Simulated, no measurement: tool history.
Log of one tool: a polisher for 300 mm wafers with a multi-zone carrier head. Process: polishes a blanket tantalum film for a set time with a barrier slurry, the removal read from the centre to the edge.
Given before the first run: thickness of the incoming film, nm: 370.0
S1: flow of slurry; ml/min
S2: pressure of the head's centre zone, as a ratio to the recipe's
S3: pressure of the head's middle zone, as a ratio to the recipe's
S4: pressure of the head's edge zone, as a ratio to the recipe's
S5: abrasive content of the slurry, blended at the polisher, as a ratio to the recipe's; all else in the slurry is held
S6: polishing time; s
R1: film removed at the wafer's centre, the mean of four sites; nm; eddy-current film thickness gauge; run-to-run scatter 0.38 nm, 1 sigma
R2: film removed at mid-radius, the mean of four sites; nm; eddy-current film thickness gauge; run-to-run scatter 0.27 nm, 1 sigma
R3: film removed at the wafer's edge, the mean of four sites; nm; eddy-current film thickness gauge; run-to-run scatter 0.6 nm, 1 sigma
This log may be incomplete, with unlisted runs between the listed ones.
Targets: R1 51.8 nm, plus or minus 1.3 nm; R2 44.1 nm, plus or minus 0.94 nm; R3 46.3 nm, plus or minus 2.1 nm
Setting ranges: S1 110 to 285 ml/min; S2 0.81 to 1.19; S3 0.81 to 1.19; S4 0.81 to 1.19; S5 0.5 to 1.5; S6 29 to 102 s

| run | day | S1 | S2 | S3 | S4 | S5 | S6 | R1 | R2 | R3 |
|---|---|---|---|---|---|---|---|---|---|---|
| 1 | 0 | 180 | 1 | 1 | 1 | 1 | 65 | 68.991 | 68.473 | 70.638 |
| 2 | 0.062 | 180 | 1 | 1 | 1 | 1 | 50 | 52.87 | 53.008 | 53.96 |
| 3 | 0.217 | 180 | 1 | 0.92 | 1 | 1 | 50 | 53.617 | 49.438 | 54.816 |
| 4 | 0.362 | 135 | 1 | 0.92 | 1 | 1 | 50 | 49.626 | 46.147 | 51.641 |
| 5 | 0.621 | 135 | 1 | 0.92 | 0.93 | 1 | 50 | 49.57 | 46.499 | 50.028 |
| 6 | 0.854 | 135 | 1 | 0.92 | 1.01 | 1 | 50 | 49.776 | 46.361 | 52.333 |
| 7 | 1.021 | 135 | 1.01 | 0.92 | 0.99 | 1 | 50 | 50.122 | 46.928 | 52.878 |
| 8 | 1.233 | 140 | 1.01 | 0.91 | 0.97 | 1 | 50 | 50.346 | 46.557 | 52.335 |
| 9 | 1.512 | 145 | 1.03 | 0.91 | 0.95 | 0.95 | 50 | 51.869 | 46.263 | 51.064 |
| 10 | 1.638 | 145 | 1.03 | 0.91 | 0.95 | 0.95 | 50 | 51.372 | 46.425 | 50.996 |
| 11 | 1.742 | 120 | 1.08 | 0.89 | 0.85 | 0.9 | 50 | 51.216 | 42.188 | 48.227 |

Next run, 5 choices. One meets every target within its allowed miss, the rest don't. Which?
| A | 1.846 | 120 | 1.17 | 0.87 | 0.87 | 0.7 | 52 | ? | ? | ? |
| B | 1.846 | 140 | 1.11 | 0.88 | 0.84 | 0.85 | 49 | ? | ? | ? |
| C | 1.846 | 110 | 1.1 | 0.81 | 0.88 | 0.9 | 53 | ? | ? | ? |
| D | 1.846 | 130 | 1.12 | 0.94 | 0.82 | 0.9 | 48 | ? | ? | ? |
| E | 1.846 | 110 | 1.07 | 0.84 | 0.91 | 1 | 52 | ? | ? | ? |

| move | R1 | R2 | R3 |
|---|---|---|---|
| A | 52.641 | 40.521 | 47.225 |
| B | 51.688 | 42.125 | 47.645 |
| C | 52.102 | 40.437 | 50.537 |
| D | 50.773 | 43.408 | 46.433 |
| E | 50.978 | 41.906 | 51.226 |
A: moves away from the targets compared with the last run
B: about the same distance from the targets as the last run
C: moves away from the targets compared with the last run
D: all results land within tolerance of their targets
E: moves away from the targets compared with the last run
Answer: D

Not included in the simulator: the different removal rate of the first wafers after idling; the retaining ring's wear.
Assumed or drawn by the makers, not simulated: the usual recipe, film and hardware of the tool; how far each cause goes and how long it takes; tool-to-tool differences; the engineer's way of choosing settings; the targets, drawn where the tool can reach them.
